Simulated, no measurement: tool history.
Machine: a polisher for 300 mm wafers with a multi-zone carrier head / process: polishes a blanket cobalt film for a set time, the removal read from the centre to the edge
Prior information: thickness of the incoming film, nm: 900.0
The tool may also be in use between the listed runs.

run,hour,flow of slurry (ml/min),pressure of the head's centre zone,pressure of the head's middle zone,pressure of the head's edge zone,polishing time (s),film removed at the wafer's centre (Å),film removed at mid-radius (Å),film removed at the wafer's edge (Å)
1,0.0,145,1.00,1.00,1.00,42,1895.9,1870.5,1852.9
2,6.1,145,1.00,1.00,0.95,42,1852.8,1847.7,1803.9
3,10.0,130,1.00,1.00,0.95,42,1794.2,1815.9,1782.1
4,10.8,160,1.00,1.00,0.95,42,1902.0,1934.9,1827.0
5,17.6,160,1.00,1.00,0.95,48,2198.3,2214.5,2118.9
6,25.5,155,1.01,1.00,0.92,46,2090.7,2083.6,1969.2
7,28.9,150,1.02,1.00,0.89,44,2010.7,1980.9,1839.0
8,29.9,140,1.02,1.00,0.87,43,1903.6,1915.8,1736.6
9,36.9,130,1.02,0.99,0.85,43,1903.6,1861.1,1716.0
10,38.4,120,1.02,0.99,0.84,43,1867.9,1825.3,1693.7

For run 11, what comes out?
11,44.1,115,1.02,0.99,0.83,43,?,?,?

Logged for run 11: film removed at the wafer's centre (Å) 1821.9, film removed at mid-radius (Å) 1791.1, film removed at the wafer's edge (Å) 1659.8.
